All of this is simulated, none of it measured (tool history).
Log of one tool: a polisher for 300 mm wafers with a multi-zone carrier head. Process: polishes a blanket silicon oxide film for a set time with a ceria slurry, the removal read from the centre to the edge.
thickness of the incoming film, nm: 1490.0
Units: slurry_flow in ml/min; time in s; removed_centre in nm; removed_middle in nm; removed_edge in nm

run	hour	slurry_flow	centre_zone	middle_zone	edge_zone	time	removed_centre	removed_middle	removed_edge
1	0.0	145	1.00	1.00	1.00	58	282.41	279.03	280.46
2	7.1	135	1.00	1.00	0.94	55	257.99	256.53	253.12
3	14.8	125	1.02	1.01	0.90	54	253.96	247.89	242.28
4	17.9	120	1.03	1.03	0.87	53	253.91	248.79	229.83
5	19.3	120	1.10	1.03	0.87	53	270.23	247.74	231.03
6	27.2	120	1.10	1.03	0.87	67	334.91	316.55	292.67

Run 7 comes next. What will it give?
7	34.8	120	1.07	1.03	0.86	61	?	?	?

Run 7 gave removed_centre 298.80 nm, removed_middle 288.03 nm, removed_edge 263.65 nm.
